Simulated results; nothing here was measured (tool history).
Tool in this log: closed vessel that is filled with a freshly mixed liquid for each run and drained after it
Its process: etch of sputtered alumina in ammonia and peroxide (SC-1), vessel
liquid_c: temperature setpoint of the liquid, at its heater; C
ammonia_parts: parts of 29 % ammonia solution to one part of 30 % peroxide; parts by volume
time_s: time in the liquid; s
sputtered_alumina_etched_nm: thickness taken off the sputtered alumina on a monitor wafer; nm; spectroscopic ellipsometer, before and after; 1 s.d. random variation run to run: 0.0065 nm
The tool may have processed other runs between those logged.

run,hour,liquid_c,ammonia_parts,time_s,sputtered_alumina_etched_nm
1,0.0,51.0,0.55,30,2.0957
2,5.5,47.5,0.55,30,1.7239
3,11.5,47.5,0.55,30,1.7306
4,19.4,45.0,0.55,30,1.4938
5,20.6,45.0,0.40,30,1.4533
6,23.3,45.0,0.30,30,1.4138
7,28.6,44.0,0.30,30,1.3337
8,31.9,43.5,0.30,30,1.3002

What does the tool deliver on the next run?
9,39.3,41.5,0.30,30,?

sputtered_alumina_etched_nm: 1.1525 nm

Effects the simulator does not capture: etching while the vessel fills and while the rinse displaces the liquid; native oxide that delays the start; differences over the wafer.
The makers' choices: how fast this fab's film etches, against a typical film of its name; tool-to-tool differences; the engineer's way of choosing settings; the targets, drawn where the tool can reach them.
